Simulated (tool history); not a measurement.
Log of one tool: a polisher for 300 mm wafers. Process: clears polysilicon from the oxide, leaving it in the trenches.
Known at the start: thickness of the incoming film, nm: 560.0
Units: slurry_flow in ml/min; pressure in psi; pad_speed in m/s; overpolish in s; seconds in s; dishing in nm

run  hour  slurry_flow  pressure  pad_speed  overpolish  seconds  dishing
  1     0          290       2.5       0.82          13   55.401   43.338
  2   1.9          290       2.3       0.82          11   58.969   40.249
  3   3.4          290       2.3          1          11   47.838   42.144
  4  11.2          290       2.3          1           9    48.97   41.923
  5  12.9          290         2       0.98           9    54.71   37.933
  6  15.6          290       1.4       0.98           9   70.335   36.334

What will run 7 give?
  7    23          290       1.3       0.96          10        ?        ?

seconds: 76.203 s
dishing: 35.305 nm

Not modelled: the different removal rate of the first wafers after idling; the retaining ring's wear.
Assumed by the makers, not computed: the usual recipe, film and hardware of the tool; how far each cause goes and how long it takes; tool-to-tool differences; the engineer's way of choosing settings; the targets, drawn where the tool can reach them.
